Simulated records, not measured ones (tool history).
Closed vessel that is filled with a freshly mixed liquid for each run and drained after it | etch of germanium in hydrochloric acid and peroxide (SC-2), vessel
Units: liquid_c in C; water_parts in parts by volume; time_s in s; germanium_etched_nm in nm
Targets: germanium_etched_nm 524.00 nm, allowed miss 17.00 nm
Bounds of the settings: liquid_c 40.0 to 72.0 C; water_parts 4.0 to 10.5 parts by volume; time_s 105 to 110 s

run,day,liquid_c,water_parts,time_s,germanium_etched_nm
1,0.000,56.0,5.5,105,420.28
2,0.142,56.0,4.0,105,428.34
3,0.488,58.0,4.0,105,450.21
4,0.621,64.5,4.0,105,557.68
5,0.912,64.5,4.0,105,551.90
6,1.271,67.5,4.0,105,602.03
7,1.354,66.0,4.0,105,566.83
8,1.458,65.0,4.0,105,555.87
9,1.688,64.5,4.0,105,558.81

Which of these 4 next moves meets every target?
A,1.917,62.0,5.5,110,?
B,1.917,67.0,8.5,105,?
C,1.917,66.0,4.0,105,?
D,1.917,66.0,5.5,105,?

move,germanium_etched_nm
A,522.65
B,557.57
C,567.70
D,560.79
A: meets every target
B: as far off as the last run
C: further off than the last run
D: further off than the last run
Move A is the one to make.
